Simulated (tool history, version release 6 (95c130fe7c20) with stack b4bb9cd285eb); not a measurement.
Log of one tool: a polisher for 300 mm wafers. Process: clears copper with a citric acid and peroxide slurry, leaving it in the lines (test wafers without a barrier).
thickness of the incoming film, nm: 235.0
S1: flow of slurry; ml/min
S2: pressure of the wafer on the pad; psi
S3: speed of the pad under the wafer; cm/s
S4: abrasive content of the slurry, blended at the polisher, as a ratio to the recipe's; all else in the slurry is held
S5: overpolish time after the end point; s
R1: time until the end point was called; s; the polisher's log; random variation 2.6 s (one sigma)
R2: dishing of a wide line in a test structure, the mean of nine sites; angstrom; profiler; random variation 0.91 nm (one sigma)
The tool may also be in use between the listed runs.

run,hour,S1,S2,S3,S4,S5,R1,R2
1,0.0,275,2.5,90,1.0,18,175.62,176.46
2,7.9,275,2.6,90,1.0,20,173.77,203.46
3,8.5,275,2.6,72,1.0,20,219.92,166.86
4,9.3,275,2.8,74,1.0,21,194.80,183.44
5,16.1,225,2.8,74,1.0,21,198.10,192.15
6,20.9,225,2.9,76,1.0,22,186.53,209.83
7,29.0,225,2.9,76,1.0,22,191.90,204.91
8,33.9,225,3.0,78,1.0,23,178.47,219.62
9,42.6,225,3.1,80,1.0,24,166.80,257.19
10,43.9,225,3.2,80,1.0,25,158.05,277.50
11,51.6,225,3.3,80,1.0,25,155.82,263.98
12,54.8,225,3.3,82,1.0,26,159.18,287.21
13,59.0,225,3.4,82,1.0,26,149.36,302.14

Run 14 comes next. What will it give?
14,67.6,225,3.5,82,1.0,26,?,?

Run 14 gave R1 149.52 s, R2 302.99 angstrom.
